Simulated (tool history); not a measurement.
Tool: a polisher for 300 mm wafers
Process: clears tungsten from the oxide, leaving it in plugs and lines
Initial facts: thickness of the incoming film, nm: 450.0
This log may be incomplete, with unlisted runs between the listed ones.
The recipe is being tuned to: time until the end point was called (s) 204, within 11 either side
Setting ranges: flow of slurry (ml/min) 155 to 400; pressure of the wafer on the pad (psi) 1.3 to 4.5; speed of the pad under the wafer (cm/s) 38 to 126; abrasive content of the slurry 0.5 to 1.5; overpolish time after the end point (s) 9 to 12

run,hour,flow of slurry (ml/min),pressure of the wafer on the pad (psi),speed of the pad under the wafer (cm/s),abrasive content of the slurry,overpolish time after the end point (s),time until the end point was called (s)
1,0,255,2.9,82,1,12,154.36
2,5.4,255,2.7,82,1,12,166.13
3,9.6,255,2.7,82,1.2,12,161.78
4,15.7,255,2.7,82,1.2,9,160.82
5,20.9,255,2.6,82,1.2,9,164.94
6,24.9,255,2.5,82,1.2,9,171.47
7,27.1,255,2.4,82,1.2,9,180.9
8,34.8,255,2.3,82,1.2,9,182.17
9,41.3,255,2.2,82,1.2,9,187.46

4 next moves are on the table. One of them brings every result within its allowed miss. Which?
A,47.8,270,2,84,1.1,12,?
B,47.8,255,2.2,98,1.2,9,?
C,47.8,315,2.5,84,1.15,11,?
D,47.8,245,2.3,90,1.4,12,?

move,time until the end point was called (s)
A,202.73
B,160.78
C,163.92
D,161.43
A: each result inside its tolerance
B: its largest miss is bigger than the last run's
C: its largest miss is bigger than the last run's
D: its largest miss is bigger than the last run's
So the answer is move A, the one that meets all the targets.
